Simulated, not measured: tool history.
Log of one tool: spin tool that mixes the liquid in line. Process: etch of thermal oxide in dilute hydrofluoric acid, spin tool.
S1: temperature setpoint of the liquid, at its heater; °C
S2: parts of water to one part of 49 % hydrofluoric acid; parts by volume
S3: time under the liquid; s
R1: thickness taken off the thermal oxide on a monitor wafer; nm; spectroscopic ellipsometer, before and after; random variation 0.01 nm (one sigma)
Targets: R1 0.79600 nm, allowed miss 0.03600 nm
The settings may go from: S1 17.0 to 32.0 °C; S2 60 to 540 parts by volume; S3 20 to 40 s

run	hour	S1	S2	S3	R1
1	0.0	24.0	300	40	0.48305
2	2.7	25.5	280	40	0.57168
3	6.0	27.0	280	40	0.59185
4	7.8	28.0	270	40	0.64144
5	14.6	30.0	270	40	0.69536
6	15.7	30.5	265	40	0.69737
7	19.9	30.5	265	40	0.71453
8	20.5	31.0	260	40	0.73434

Which of these 4 next moves meets every target?
A	21.1	29.5	265	40	?
B	21.1	31.5	160	20	?
C	21.1	27.5	205	40	?
D	21.1	32.0	255	40	?

move	R1
A	0.69157
B	0.69725
C	0.89391
D	0.78920
A: further off than the last run
B: further off than the last run
C: takes the result that was furthest off past its target
D: meets every target
The right move is D.

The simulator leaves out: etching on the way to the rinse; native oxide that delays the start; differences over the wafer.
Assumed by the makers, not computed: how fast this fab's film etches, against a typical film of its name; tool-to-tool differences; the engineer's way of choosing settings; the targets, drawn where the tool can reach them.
